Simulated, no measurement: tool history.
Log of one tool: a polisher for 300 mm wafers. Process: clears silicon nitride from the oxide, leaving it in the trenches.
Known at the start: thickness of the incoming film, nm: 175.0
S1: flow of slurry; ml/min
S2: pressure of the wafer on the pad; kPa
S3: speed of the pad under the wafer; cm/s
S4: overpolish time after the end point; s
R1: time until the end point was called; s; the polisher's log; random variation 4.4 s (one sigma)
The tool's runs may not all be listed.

| run | hour | S1 | S2 | S3 | S4 | R1 |
|---|---|---|---|---|---|---|
| 1 | 0.0 | 250 | 22.1 | 110 | 5 | 162.43 |
| 2 | 8.8 | 250 | 21.4 | 110 | 5 | 168.12 |
| 3 | 12.2 | 250 | 21.4 | 110 | 5 | 166.19 |
| 4 | 20.9 | 250 | 18.6 | 110 | 5 | 190.26 |
| 5 | 29.1 | 200 | 18.6 | 110 | 5 | 198.50 |
| 6 | 37.1 | 250 | 18.6 | 110 | 5 | 187.84 |
| 7 | 42.2 | 250 | 17.9 | 110 | 5 | 195.83 |

Forecast run 8:
| 8 | 50.4 | 250 | 17.2 | 110 | 5 | ? |

R1: 203.99 s

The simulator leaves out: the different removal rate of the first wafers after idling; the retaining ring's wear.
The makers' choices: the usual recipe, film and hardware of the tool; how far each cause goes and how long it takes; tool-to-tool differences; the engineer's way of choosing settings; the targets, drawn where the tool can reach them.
